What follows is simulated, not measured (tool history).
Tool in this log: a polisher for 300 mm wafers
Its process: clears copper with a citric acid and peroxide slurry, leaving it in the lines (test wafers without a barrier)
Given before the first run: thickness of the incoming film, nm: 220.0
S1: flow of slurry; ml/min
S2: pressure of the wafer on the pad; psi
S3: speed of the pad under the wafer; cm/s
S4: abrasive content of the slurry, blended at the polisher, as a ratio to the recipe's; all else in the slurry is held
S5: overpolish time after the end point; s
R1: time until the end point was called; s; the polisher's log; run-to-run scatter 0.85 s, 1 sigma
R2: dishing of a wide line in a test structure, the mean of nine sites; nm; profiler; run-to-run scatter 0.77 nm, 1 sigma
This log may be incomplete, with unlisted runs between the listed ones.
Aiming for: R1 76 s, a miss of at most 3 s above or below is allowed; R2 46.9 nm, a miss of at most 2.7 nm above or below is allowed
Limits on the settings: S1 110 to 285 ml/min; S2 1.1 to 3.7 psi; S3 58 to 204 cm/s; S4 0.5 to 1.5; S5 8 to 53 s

run	hour	S1	S2	S3	S4	S5	R1	R2
1	0	180	2.4	130	1	27	104.48	34.718
2	7.7	225	2.4	130	1	27	99.354	35.512
3	15.5	225	2.5	130	1	27	97.078	36.644
4	18.8	225	2.5	130	1	36	95.903	46.727
5	21.7	225	2.5	100	1	36	119.48	38.241
6	28	225	2.5	100	0.8	36	124	38.154
7	28.6	225	2.5	100	0.8	36	125.8	38.064
8	29.7	230	2.6	100	0.8	35	119.55	38.177
9	32.5	230	2.7	100	0.8	34	114.21	38.956
10	40.6	235	2.8	100	0.8	33	112.36	38.664

Consider the 4 candidate settings below. Which is the only one whose results all fall within their allowed miss of target?
A	48.7	155	3.5	128	0.95	29	?	?
B	48.7	245	3	112	0.85	32	?	?
C	48.7	230	2.9	80	0.7	46	?	?
D	48.7	200	2.9	126	0.8	20	?	?

move	R1	R2
A	75.82	47.6
B	94.027	43.319
C	132.13	43.969
D	90.995	30.956
A: every result within its allowed miss
B: closes in on the targets versus the last run, not all within tolerance yet
C: its largest miss is bigger than the last run's
D: closes in on the targets versus the last run, not all within tolerance yet
Move A is the one to make.

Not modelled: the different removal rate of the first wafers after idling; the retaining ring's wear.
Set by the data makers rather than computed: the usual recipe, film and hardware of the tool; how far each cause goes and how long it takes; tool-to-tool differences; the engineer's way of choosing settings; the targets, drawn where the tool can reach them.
